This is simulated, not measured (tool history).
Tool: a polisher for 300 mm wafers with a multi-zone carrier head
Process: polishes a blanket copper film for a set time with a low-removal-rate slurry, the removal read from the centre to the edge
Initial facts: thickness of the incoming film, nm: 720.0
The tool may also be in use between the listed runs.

| run | hour | flow of slurry (ml/min) | pressure of the head's centre zone | pressure of the head's middle zone | pressure of the head's edge zone | abrasive content of the slurry | polishing time (s) | film removed at the wafer's centre (angstrom) | film removed at mid-radius (angstrom) | film removed at the wafer's edge (angstrom) |
|---|---|---|---|---|---|---|---|---|---|---|
| 1 | 0 | 320 | 1 | 1 | 1 | 1 | 47 | 1195.2 | 1227.3 | 1195.8 |
| 2 | 5.4 | 385 | 1 | 1 | 1 | 1 | 47 | 1214.8 | 1234.6 | 1210 |
| 3 | 8.5 | 385 | 1 | 1 | 0.92 | 1 | 47 | 1200 | 1229.9 | 1167.5 |
| 4 | 16.4 | 385 | 1 | 1.02 | 0.94 | 1.1 | 50 | 1305.9 | 1377.6 | 1296.2 |
| 5 | 24.4 | 385 | 1.02 | 1.04 | 0.96 | 1.15 | 52 | 1433.1 | 1459.4 | 1366.5 |
| 6 | 33 | 415 | 1.02 | 1.04 | 0.96 | 1.15 | 52 | 1423.5 | 1447.6 | 1360.7 |
| 7 | 38.6 | 415 | 1.02 | 1.05 | 0.97 | 1.2 | 54 | 1477.5 | 1566.9 | 1442.4 |

What does the tool deliver on the next run?
| 8 | 41.3 | 415 | 1.03 | 1.05 | 0.98 | 1.25 | 56 | ? | ? | ? |

Run 8 came out at film removed at the wafer's centre (angstrom) 1574.8, film removed at mid-radius (angstrom) 1608.2, film removed at the wafer's edge (angstrom) 1518.1.

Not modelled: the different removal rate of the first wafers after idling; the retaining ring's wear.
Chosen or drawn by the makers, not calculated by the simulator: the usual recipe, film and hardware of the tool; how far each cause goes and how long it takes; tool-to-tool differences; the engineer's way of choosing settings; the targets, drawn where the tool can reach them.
